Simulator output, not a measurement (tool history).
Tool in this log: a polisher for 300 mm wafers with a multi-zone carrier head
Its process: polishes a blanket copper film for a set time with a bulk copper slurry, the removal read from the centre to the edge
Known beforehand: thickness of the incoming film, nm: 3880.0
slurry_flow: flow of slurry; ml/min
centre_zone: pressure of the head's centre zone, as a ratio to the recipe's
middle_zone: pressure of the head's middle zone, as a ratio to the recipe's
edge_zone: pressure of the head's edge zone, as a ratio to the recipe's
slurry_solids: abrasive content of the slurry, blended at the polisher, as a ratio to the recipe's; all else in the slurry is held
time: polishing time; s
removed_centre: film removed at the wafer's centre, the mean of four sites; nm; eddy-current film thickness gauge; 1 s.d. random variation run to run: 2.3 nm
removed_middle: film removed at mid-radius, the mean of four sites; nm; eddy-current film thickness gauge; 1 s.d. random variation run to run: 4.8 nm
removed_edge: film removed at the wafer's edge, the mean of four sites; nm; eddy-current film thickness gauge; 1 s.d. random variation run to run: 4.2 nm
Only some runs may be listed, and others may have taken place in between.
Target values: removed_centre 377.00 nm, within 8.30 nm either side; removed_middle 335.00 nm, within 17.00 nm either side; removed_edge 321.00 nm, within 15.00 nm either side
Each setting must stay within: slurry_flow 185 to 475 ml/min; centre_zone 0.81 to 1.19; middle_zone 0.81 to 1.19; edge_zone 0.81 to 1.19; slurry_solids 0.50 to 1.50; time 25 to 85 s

run 1 hour=0.0 | slurry_flow=305 centre_zone=1.00 middle_zone=1.00 edge_zone=1.00 slurry_solids=1.00 time=55 | removed_centre=323.98 removed_middle=323.09 removed_edge=310.11
run 2 hour=7.0 | slurry_flow=305 centre_zone=1.00 middle_zone=0.92 edge_zone=1.00 slurry_solids=1.00 time=55 | removed_centre=322.26 removed_middle=299.09 removed_edge=321.83
run 3 hour=8.3 | slurry_flow=315 centre_zone=1.02 middle_zone=0.94 edge_zone=1.00 slurry_solids=1.00 time=55 | removed_centre=327.72 removed_middle=307.36 removed_edge=316.10
run 4 hour=14.5 | slurry_flow=315 centre_zone=1.02 middle_zone=0.94 edge_zone=1.00 slurry_solids=0.80 time=55 | removed_centre=308.86 removed_middle=288.66 removed_edge=294.07
run 5 hour=23.1 | slurry_flow=315 centre_zone=1.02 middle_zone=0.94 edge_zone=0.91 slurry_solids=0.80 time=55 | removed_centre=310.48 removed_middle=294.71 removed_edge=287.08
run 6 hour=25.5 | slurry_flow=315 centre_zone=1.02 middle_zone=0.94 edge_zone=0.96 slurry_solids=0.80 time=55 | removed_centre=307.84 removed_middle=286.04 removed_edge=302.22
run 7 hour=27.5 | slurry_flow=320 centre_zone=1.04 middle_zone=0.95 edge_zone=0.97 slurry_solids=0.85 time=55 | removed_centre=319.02 removed_middle=299.60 removed_edge=302.81
run 8 hour=32.1 | slurry_flow=320 centre_zone=1.07 middle_zone=0.96 edge_zone=0.96 slurry_solids=0.85 time=55 | removed_centre=326.86 removed_middle=300.33 removed_edge=303.98
run 9 hour=36.6 | slurry_flow=320 centre_zone=1.07 middle_zone=0.96 edge_zone=0.96 slurry_solids=0.85 time=55 | removed_centre=329.97 removed_middle=296.43 removed_edge=300.59
run 10 hour=39.8 | slurry_flow=325 centre_zone=1.08 middle_zone=0.98 edge_zone=0.97 slurry_solids=0.90 time=55 | removed_centre=335.59 removed_middle=310.74 removed_edge=310.78
run 11 hour=48.8 | slurry_flow=325 centre_zone=1.10 middle_zone=0.99 edge_zone=0.96 slurry_solids=0.90 time=55 | removed_centre=344.68 removed_middle=312.47 removed_edge=305.40

Which single option among these 4 for the next run brings every result within its allowed miss of target? Just one does.
run A hour=57.8 | slurry_flow=330 centre_zone=0.96 middle_zone=1.01 edge_zone=0.96 slurry_solids=0.95 time=55 | removed_centre=? removed_middle=? removed_edge=?
run B hour=57.8 | slurry_flow=325 centre_zone=1.09 middle_zone=0.96 edge_zone=0.95 slurry_solids=0.95 time=54 | removed_centre=? removed_middle=? removed_edge=?
run C hour=57.8 | slurry_flow=340 centre_zone=1.13 middle_zone=1.01 edge_zone=0.94 slurry_solids=0.80 time=60 | removed_centre=? removed_middle=? removed_edge=?
run D hour=57.8 | slurry_flow=310 centre_zone=1.13 middle_zone=1.13 edge_zone=0.93 slurry_solids=0.85 time=51 | removed_centre=? removed_middle=? removed_edge=?

move=A removed_centre=306.04 removed_middle=317.95 removed_edge=317.08
move=B removed_centre=340.82 removed_middle=298.47 removed_edge=309.82
move=C removed_centre=378.14 removed_middle=332.98 removed_edge=329.26
move=D removed_centre=323.39 removed_middle=313.40 removed_edge=280.51
A: misses by more than the last run did
B: misses by more than the last run did
C: each result inside its tolerance
D: misses by more than the last run did
Go with C: it meets all targets.
